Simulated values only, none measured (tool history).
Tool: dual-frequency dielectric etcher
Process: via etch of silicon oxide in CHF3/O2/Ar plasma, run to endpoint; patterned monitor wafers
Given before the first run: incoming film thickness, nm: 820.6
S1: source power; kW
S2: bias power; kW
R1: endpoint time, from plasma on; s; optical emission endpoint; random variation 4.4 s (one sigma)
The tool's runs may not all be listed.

run  hour    S1     S2      R1
  1     0  0.77  0.168  417.11
  2   3.1  0.77  0.185  392.63
  3     6  0.77  0.211   376.9
  4   7.1  0.77  0.188   386.8
  5  12.4  0.69  0.173   425.4
  6  15.4  0.64  0.166  443.42

Run 7 comes next. What will it give?
  7  19.9  0.6  0.161   ?

R1: 450.87 s

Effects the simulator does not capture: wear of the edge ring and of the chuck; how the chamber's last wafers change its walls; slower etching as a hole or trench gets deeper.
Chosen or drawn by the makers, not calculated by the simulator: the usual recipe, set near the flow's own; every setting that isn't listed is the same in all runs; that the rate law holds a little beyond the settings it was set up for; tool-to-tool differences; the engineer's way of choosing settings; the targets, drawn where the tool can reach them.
